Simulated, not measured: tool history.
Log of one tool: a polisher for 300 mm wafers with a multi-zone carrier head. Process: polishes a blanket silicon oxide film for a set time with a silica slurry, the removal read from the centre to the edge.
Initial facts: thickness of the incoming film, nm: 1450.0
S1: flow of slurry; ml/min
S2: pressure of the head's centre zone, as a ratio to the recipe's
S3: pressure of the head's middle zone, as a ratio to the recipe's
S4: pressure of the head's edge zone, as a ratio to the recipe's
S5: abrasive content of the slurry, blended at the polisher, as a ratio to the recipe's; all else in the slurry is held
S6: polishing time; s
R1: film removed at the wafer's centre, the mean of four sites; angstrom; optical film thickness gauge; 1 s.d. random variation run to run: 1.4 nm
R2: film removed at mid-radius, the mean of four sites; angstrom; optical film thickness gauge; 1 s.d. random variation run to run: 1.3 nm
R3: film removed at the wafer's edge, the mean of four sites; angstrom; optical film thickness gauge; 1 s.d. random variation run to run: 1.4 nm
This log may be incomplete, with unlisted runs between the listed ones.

run	hour	S1	S2	S3	S4	S5	S6	R1	R2	R3
1	0	275	1	1	1	1	50	1426.6	1427.1	1395.1
2	7.7	275	1	1	1	0.9	50	1313	1352.2	1297.1
3	16.4	275	0.92	1	1	0.9	50	1206.9	1361.1	1299.5
4	25	320	0.92	1	1	0.9	50	1241.2	1357.3	1317.1
5	27.4	320	0.92	1	1.07	0.9	50	1242.2	1376.2	1365.6
6	31	315	0.91	1	1.06	0.9	50	1193.4	1370.6	1357
7	33.4	310	0.9	1	1.05	0.9	50	1189.3	1354.7	1342.9
8	35	305	0.89	1	1.04	0.9	50	1172.4	1372	1343.5

What will run 9 give?
9	38.4	305	0.88	1	1.03	0.9	50	?	?	?

{"run 9": {"R1": 1201.3, "R2": 1373.3, "R3": 1336.5}}
